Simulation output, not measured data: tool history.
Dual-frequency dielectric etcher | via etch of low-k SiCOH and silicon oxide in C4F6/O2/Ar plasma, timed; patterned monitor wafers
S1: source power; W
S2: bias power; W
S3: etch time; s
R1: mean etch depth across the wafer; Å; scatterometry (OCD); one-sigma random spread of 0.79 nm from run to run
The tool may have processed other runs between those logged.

run,hour,S1,S2,S3,R1
1,0.0,260,147,112.5,2620.3
2,4.7,260,170,112.5,2730.3
3,9.0,260,170,112.5,2734.4
4,12.7,270,171,112.5,2780.7
5,15.9,270,191,112.5,2860.0
6,19.8,270,174,112.5,2794.4

Estimate the outcome of run 7 from the log above:
7,25.3,280,175,112.5,?

For run 7 the tool returned R1 2840.4 Å.
